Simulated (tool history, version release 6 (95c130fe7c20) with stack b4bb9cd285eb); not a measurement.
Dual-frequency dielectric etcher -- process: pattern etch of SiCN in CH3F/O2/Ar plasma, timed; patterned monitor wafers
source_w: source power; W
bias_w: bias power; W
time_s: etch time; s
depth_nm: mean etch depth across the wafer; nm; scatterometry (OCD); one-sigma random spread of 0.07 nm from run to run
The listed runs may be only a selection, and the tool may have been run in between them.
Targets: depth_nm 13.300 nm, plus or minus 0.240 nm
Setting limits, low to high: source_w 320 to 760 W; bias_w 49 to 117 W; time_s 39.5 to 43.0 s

Run 1, hour 0.0: source_w 540 W, bias_w 83 W, time_s 43.0 s. Result: depth_nm 16.848 nm.
Run 2, hour 8.2: source_w 630 W, bias_w 83 W, time_s 43.0 s. Result: depth_nm 17.850 nm.
Run 3, hour 15.4: source_w 570 W, bias_w 77 W, time_s 43.0 s. Result: depth_nm 16.711 nm.
Run 4, hour 17.4: source_w 570 W, bias_w 64 W, time_s 43.0 s. Result: depth_nm 15.744 nm.
Run 5, hour 21.7: source_w 570 W, bias_w 64 W, time_s 39.5 s. Result: depth_nm 14.618 nm.
Run 6, hour 28.3: source_w 540 W, bias_w 63 W, time_s 39.5 s. Result: depth_nm 14.166 nm.
Run 7, hour 32.0: source_w 520 W, bias_w 63 W, time_s 39.5 s. Result: depth_nm 14.002 nm.
Run 8, hour 32.9: source_w 510 W, bias_w 63 W, time_s 39.5 s. Result: depth_nm 13.885 nm.
Run 9, hour 36.4: source_w 500 W, bias_w 63 W, time_s 39.5 s. Result: depth_nm 13.822 nm.

Exactly one of the 4 candidate moves below puts every result within its allowed miss. Which one?
Run A, hour 39.9: source_w 490 W, bias_w 59 W, time_s 41.5 s. Result: depth_nm ?.
Run B, hour 39.9: source_w 530 W, bias_w 72 W, time_s 39.5 s. Result: depth_nm ?.
Run C, hour 39.9: source_w 530 W, bias_w 58 W, time_s 41.5 s. Result: depth_nm ?.
Run D, hour 39.9: source_w 360 W, bias_w 70 W, time_s 41.5 s. Result: depth_nm ?.

move  depth_nm
   A    14.211
   B    14.729
   C    14.545
   D    13.419
A: further off than the last run
B: further off than the last run
C: further off than the last run
D: all results land within tolerance of their targets
Move D is the one to make.
